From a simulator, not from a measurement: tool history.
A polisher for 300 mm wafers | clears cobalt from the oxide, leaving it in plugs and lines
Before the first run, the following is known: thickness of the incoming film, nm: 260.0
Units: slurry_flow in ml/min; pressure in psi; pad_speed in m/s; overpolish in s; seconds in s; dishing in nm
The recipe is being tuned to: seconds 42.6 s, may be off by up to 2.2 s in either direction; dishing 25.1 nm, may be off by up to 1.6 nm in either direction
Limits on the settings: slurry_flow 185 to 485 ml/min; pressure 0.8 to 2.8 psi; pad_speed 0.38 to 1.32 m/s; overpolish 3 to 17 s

run 1 hour=0 | slurry_flow=310 pressure=1.8 pad_speed=0.84 overpolish=9 | seconds=77.335 dishing=25.563
run 2 hour=4.5 | slurry_flow=310 pressure=1.8 pad_speed=0.84 overpolish=6 | seconds=75.057 dishing=17.94
run 3 hour=11 | slurry_flow=310 pressure=1.9 pad_speed=0.84 overpolish=6 | seconds=73.916 dishing=18.302
run 4 hour=12.1 | slurry_flow=310 pressure=1.9 pad_speed=0.84 overpolish=9 | seconds=72.888 dishing=26.822
run 5 hour=14.1 | slurry_flow=285 pressure=1.9 pad_speed=0.84 overpolish=9 | seconds=73.678 dishing=26.408
run 6 hour=18.9 | slurry_flow=285 pressure=1.9 pad_speed=0.64 overpolish=9 | seconds=88.861 dishing=22.452
run 7 hour=21.7 | slurry_flow=285 pressure=2 pad_speed=0.68 overpolish=8 | seconds=78.243 dishing=21.947
run 8 hour=29.5 | slurry_flow=285 pressure=2.1 pad_speed=0.7 overpolish=8 | seconds=77.394 dishing=23.369
run 9 hour=34.5 | slurry_flow=285 pressure=2.2 pad_speed=0.74 overpolish=7 | seconds=68.777 dishing=22.654
run 10 hour=37.4 | slurry_flow=285 pressure=2.3 pad_speed=0.76 overpolish=7 | seconds=65.033 dishing=23.202
run 11 hour=46.4 | slurry_flow=285 pressure=2.4 pad_speed=0.78 overpolish=7 | seconds=62.739 dishing=24.504
run 12 hour=51.3 | slurry_flow=285 pressure=2.5 pad_speed=0.82 overpolish=7 | seconds=58.874 dishing=26.039
run 13 hour=54.9 | slurry_flow=285 pressure=2.5 pad_speed=0.86 overpolish=7 | seconds=56.216 dishing=26.393
run 14 hour=56.3 | slurry_flow=285 pressure=2.5 pad_speed=0.88 overpolish=7 | seconds=54.527 dishing=27.477
run 15 hour=63.6 | slurry_flow=290 pressure=2.8 pad_speed=0.96 overpolish=3 | seconds=44.963 dishing=15.538
run 16 hour=65.8 | slurry_flow=290 pressure=2.8 pad_speed=0.98 overpolish=3 | seconds=45.18 dishing=15.785
run 17 hour=69.5 | slurry_flow=290 pressure=2.8 pad_speed=1 overpolish=3 | seconds=44.629 dishing=15.69
run 18 hour=78.2 | slurry_flow=290 pressure=2.8 pad_speed=1.02 overpolish=3 | seconds=43.173 dishing=16.293
run 19 hour=79.6 | slurry_flow=290 pressure=2.8 pad_speed=1.04 overpolish=3 | seconds=42.115 dishing=16.166

Exactly one of the 5 candidate moves below puts every result within its allowed miss. Which one?
run A hour=81 | slurry_flow=320 pressure=2.5 pad_speed=1 overpolish=5 | seconds=? dishing=?
run B hour=81 | slurry_flow=330 pressure=2.8 pad_speed=1.02 overpolish=5 | seconds=? dishing=?
run C hour=81 | slurry_flow=235 pressure=2.5 pad_speed=1.02 overpolish=7 | seconds=? dishing=?
run D hour=81 | slurry_flow=325 pressure=2.8 pad_speed=1 overpolish=4 | seconds=? dishing=?
run E hour=81 | slurry_flow=330 pressure=2.5 pad_speed=1.16 overpolish=7 | seconds=? dishing=?

move=A seconds=49.156 dishing=22.398
move=B seconds=43.245 dishing=24.798
move=C seconds=49.376 dishing=28.981
move=D seconds=43.951 dishing=20.446
move=E seconds=43.684 dishing=31.666
A: moves toward the targets from the last run without getting all of them in spec
B: all results land within tolerance of their targets
C: pushes the last run's worst result past its target
D: moves toward the targets from the last run without getting all of them in spec
E: pushes the last run's worst result past its target
Move B is the one to make.
